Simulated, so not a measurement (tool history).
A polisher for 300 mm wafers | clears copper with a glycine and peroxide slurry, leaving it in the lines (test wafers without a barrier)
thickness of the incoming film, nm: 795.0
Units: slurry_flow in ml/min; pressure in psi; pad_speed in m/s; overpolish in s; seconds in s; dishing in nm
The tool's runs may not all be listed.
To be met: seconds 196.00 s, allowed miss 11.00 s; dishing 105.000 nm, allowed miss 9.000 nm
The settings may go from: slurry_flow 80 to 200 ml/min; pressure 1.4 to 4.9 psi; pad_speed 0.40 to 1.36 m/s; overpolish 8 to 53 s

{"run": 1, "day": 0.0, "slurry_flow": 130, "pressure": 3.1, "pad_speed": 0.88, "overpolish": 27, "seconds": 133.37, "dishing": 90.855}
{"run": 2, "day": 0.038, "slurry_flow": 130, "pressure": 2.9, "pad_speed": 0.86, "overpolish": 30, "seconds": 146.62, "dishing": 97.432}
{"run": 3, "day": 0.35, "slurry_flow": 130, "pressure": 2.8, "pad_speed": 0.86, "overpolish": 31, "seconds": 153.13, "dishing": 94.951}
{"run": 4, "day": 0.542, "slurry_flow": 145, "pressure": 2.8, "pad_speed": 0.86, "overpolish": 31, "seconds": 150.29, "dishing": 96.509}
{"run": 5, "day": 0.9, "slurry_flow": 145, "pressure": 2.7, "pad_speed": 0.86, "overpolish": 33, "seconds": 151.63, "dishing": 104.6}
{"run": 6, "day": 0.946, "slurry_flow": 115, "pressure": 2.7, "pad_speed": 0.86, "overpolish": 33, "seconds": 154.9, "dishing": 94.41}
{"run": 7, "day": 0.988, "slurry_flow": 115, "pressure": 2.6, "pad_speed": 0.86, "overpolish": 35, "seconds": 157.85, "dishing": 97.702}
{"run": 8, "day": 1.121, "slurry_flow": 115, "pressure": 2.5, "pad_speed": 0.86, "overpolish": 36, "seconds": 170.32, "dishing": 98.76}

4 next moves are on the table. One of them brings every result within its allowed miss. Which?
{"run": "A", "day": 1.254, "slurry_flow": 125, "pressure": 2.3, "pad_speed": 0.72, "overpolish": 45, "seconds": "?", "dishing": "?"}
{"run": "B", "day": 1.254, "slurry_flow": 120, "pressure": 3.5, "pad_speed": 0.64, "overpolish": 32, "seconds": "?", "dishing": "?"}
{"run": "C", "day": 1.254, "slurry_flow": 150, "pressure": 2.2, "pad_speed": 0.8, "overpolish": 33, "seconds": "?", "dishing": "?"}
{"run": "D", "day": 1.254, "slurry_flow": 125, "pressure": 3.3, "pad_speed": 0.78, "overpolish": 27, "seconds": "?", "dishing": "?"}

move=A seconds=198.03 dishing=103.660
move=B seconds=155.80 dishing=99.138
move=C seconds=186.02 dishing=87.869
move=D seconds=141.61 dishing=93.330
A: meets every target
B: further off than the last run
C: brings the result that was furthest off to its target, and leaves another outside
D: further off than the last run
The right move is A.
